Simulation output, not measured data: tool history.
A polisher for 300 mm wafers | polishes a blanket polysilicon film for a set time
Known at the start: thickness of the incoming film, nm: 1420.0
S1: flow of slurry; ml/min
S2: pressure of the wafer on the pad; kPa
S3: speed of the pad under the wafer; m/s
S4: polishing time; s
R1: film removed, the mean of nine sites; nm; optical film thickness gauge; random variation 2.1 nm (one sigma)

run 1 day=0 | S1=235 S2=19.3 S3=1.18 S4=48 | R1=412.93
run 2 day=0.262 | S1=235 S2=23.4 S3=1.18 S4=48 | R1=490.44
run 3 day=0.571 | S1=235 S2=23.4 S3=1.18 S4=48 | R1=481.02
run 4 day=0.821 | S1=230 S2=20 S3=1.18 S4=48 | R1=422.04
run 5 day=0.875 | S1=230 S2=24.8 S3=1.18 S4=48 | R1=508
-- day=1.104 slurry nozzle cleaned
run 6 day=1.104 | S1=220 S2=20.7 S3=1.18 S4=48 | R1=449.16

Run 7 comes next. What will it give?
run 7 day=1.467 | S1=250 S2=18.6 S3=1.18 S4=48 | R1=?

R1: 418.38 nm

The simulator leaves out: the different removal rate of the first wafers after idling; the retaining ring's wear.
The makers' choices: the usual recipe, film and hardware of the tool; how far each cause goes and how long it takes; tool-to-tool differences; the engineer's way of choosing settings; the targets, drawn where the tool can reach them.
